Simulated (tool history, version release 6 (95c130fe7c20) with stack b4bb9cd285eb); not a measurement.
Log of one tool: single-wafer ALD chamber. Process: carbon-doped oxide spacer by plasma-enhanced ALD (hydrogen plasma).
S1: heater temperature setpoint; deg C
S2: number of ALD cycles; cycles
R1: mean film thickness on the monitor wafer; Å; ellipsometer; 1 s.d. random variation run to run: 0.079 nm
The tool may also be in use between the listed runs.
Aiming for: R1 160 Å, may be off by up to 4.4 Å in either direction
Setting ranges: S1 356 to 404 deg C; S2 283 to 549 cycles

Run 1, day 0: S1 380 deg C, S2 416 cycles. Result: R1 212.02 Å.
Run 2, day 0.308: S1 380 deg C, S2 386 cycles. Result: R1 196.87 Å.
Run 3, day 0.496: S1 380 deg C, S2 372 cycles. Result: R1 188.45 Å.
Run 4, day 0.717: S1 380 deg C, S2 328 cycles. Result: R1 167.18 Å.
Run 5, day 0.783: S1 380 deg C, S2 299 cycles. Result: R1 151.23 Å.
Run 6, day 0.954: S1 388 deg C, S2 299 cycles. Result: R1 151.26 Å.
Run 7, day 1.325: S1 388 deg C, S2 302 cycles. Result: R1 153.04 Å.
Run 8, day 1.675: S1 388 deg C, S2 305 cycles. Result: R1 153.8 Å.

Which of these 5 next moves meets every target?
Run A, day 2.025: S1 393 deg C, S2 283 cycles. Result: R1 ?.
Run B, day 2.025: S1 399 deg C, S2 288 cycles. Result: R1 ?.
Run C, day 2.025: S1 389 deg C, S2 292 cycles. Result: R1 ?.
Run D, day 2.025: S1 388 deg C, S2 301 cycles. Result: R1 ?.
Run E, day 2.025: S1 376 deg C, S2 315 cycles. Result: R1 ?.

move      R1
   A  143.97
   B  146.51
   C  148.54
   D  153.12
   E  160.24
A: further off than the last run
B: further off than the last run
C: further off than the last run
D: further off than the last run
E: all results land within tolerance of their targets
Go with E: it meets all targets.
